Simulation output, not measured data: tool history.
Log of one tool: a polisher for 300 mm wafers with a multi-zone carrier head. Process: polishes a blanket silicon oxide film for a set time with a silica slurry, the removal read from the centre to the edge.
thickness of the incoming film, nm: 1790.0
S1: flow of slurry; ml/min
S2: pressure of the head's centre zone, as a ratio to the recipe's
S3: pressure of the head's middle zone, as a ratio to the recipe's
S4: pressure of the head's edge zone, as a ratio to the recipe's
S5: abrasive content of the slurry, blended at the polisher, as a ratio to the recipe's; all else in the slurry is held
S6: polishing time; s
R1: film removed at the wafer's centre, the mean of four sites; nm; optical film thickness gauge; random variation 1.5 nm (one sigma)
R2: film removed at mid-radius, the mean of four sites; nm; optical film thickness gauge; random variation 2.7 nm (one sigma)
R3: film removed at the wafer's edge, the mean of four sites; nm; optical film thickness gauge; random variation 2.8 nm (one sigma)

run  hour   S1    S2    S3    S4    S5  S6      R1      R2      R3
  1     0  215     1     1     1     1  73  329.93  325.35  320.06
  2   2.5  215  0.93     1     1     1  73  311.76  321.69  326.14
  3   5.5  215  0.97  0.95  0.95  0.85  70  286.63  279.44  277.44
  4   8.8  215  0.97  0.95  0.95   0.7  70  259.07  257.79  256.07
  5  14.1  215  0.89  0.95  0.95   0.7  70  237.67  259.15  251.79
  6  15.3  215  0.89  0.95  0.95  0.55  70  208.22  232.71  228.26

Forecast run 7:
  7  24.2  240  0.95  0.91  0.93  0.55  67   ?   ?   ?

{"run 7": {"R1": 218.12, "R2": 210.65, "R3": 213.4}}

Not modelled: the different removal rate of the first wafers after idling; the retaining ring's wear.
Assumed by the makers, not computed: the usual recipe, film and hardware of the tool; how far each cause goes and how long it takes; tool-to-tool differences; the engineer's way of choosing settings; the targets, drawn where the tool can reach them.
